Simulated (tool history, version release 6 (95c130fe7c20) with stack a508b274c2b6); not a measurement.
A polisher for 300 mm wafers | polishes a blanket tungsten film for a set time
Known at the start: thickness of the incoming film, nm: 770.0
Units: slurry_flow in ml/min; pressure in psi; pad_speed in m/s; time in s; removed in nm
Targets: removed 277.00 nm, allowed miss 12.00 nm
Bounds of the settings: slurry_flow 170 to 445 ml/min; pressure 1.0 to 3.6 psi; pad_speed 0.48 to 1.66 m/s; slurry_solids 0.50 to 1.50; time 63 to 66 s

run,hour,slurry_flow,pressure,pad_speed,slurry_solids,time,removed
1,0.0,285,2.3,1.06,1.00,63,162.37
2,8.6,285,2.3,1.28,1.00,63,193.11
3,9.3,285,2.4,1.28,1.00,63,199.73
4,13.6,285,2.5,1.28,1.00,63,207.57
5,22.1,285,2.2,1.28,1.00,63,182.38
6,29.7,285,2.2,1.48,1.00,63,210.13
7,33.7,285,2.3,1.48,1.00,63,217.88
8,41.5,285,2.4,1.48,1.00,63,224.45
9,45.8,285,2.5,1.48,1.00,63,233.85
10,54.7,285,2.6,1.48,1.00,63,236.05

5 next moves are on the table. One of them brings every result within its allowed miss. Which?
A,63.6,230,2.2,1.34,1.05,63,?
B,63.6,280,2.5,1.20,1.00,63,?
C,63.6,340,2.9,1.32,0.80,63,?
D,63.6,345,2.8,1.24,0.85,64,?
E,63.6,300,2.8,1.58,1.05,64,?

move,removed
A,192.16
B,196.18
C,225.62
D,216.45
E,282.83
A: further off than the last run
B: further off than the last run
C: further off than the last run
D: further off than the last run
E: meets every target
The right move is E.
